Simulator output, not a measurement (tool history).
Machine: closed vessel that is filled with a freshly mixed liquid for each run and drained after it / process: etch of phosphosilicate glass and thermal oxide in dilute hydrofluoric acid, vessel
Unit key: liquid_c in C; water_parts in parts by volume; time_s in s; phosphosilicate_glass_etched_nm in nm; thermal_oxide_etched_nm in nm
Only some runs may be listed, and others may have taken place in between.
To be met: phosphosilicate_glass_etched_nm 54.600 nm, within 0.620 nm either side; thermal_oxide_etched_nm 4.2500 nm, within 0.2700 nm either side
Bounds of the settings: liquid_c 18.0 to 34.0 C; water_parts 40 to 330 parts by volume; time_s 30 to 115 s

| run | day | liquid_c | water_parts | time_s | phosphosilicate_glass_etched_nm | thermal_oxide_etched_nm |
|---|---|---|---|---|---|---|
| 1 | 0.000 | 26.0 | 185 | 60 | 23.071 | 1.8472 |
| 2 | 0.362 | 27.5 | 165 | 60 | 28.133 | 2.1751 |
| 3 | 0.675 | 28.5 | 150 | 60 | 32.745 | 2.5022 |
| 4 | 1.021 | 29.5 | 140 | 60 | 36.750 | 2.9011 |
| 5 | 1.292 | 29.5 | 140 | 70 | 42.936 | 3.3932 |
|  | 1.462 | hydrofluoric acid flow meter replaced |
| 6 | 1.462 | 30.5 | 140 | 70 | 41.337 | 3.3259 |
| 7 | 1.600 | 31.0 | 135 | 70 | 44.264 | 3.3874 |
| 8 | 1.671 | 31.5 | 130 | 70 | 46.988 | 3.5616 |
| 9 | 1.879 | 31.5 | 130 | 70 | 46.969 | 3.6595 |
| 10 | 1.950 | 32.0 | 125 | 70 | 50.109 | 3.7204 |
| 11 | 2.125 | 32.0 | 120 | 70 | 52.532 | 4.0541 |
| 12 | 2.346 | 32.5 | 120 | 70 | 53.458 | 4.1443 |

4 candidate next runs follow, results not yet known. Just one meets every target within its allowed miss. Identify it.
| A | 2.567 | 31.5 | 100 | 60 | ? | ? |
| B | 2.567 | 30.0 | 125 | 80 | ? | ? |
| C | 2.567 | 34.0 | 70 | 35 | ? | ? |
| D | 2.567 | 34.0 | 60 | 30 | ? | ? |

| move | phosphosilicate_glass_etched_nm | thermal_oxide_etched_nm |
|---|---|---|
| A | 54.771 | 4.2872 |
| B | 53.368 | 4.1774 |
| C | 52.453 | 4.1058 |
| D | 53.325 | 4.1740 |
A: every result within its allowed miss
B: lands further from the targets than the last run did
C: lands further from the targets than the last run did
D: lands further from the targets than the last run did
Answer: A
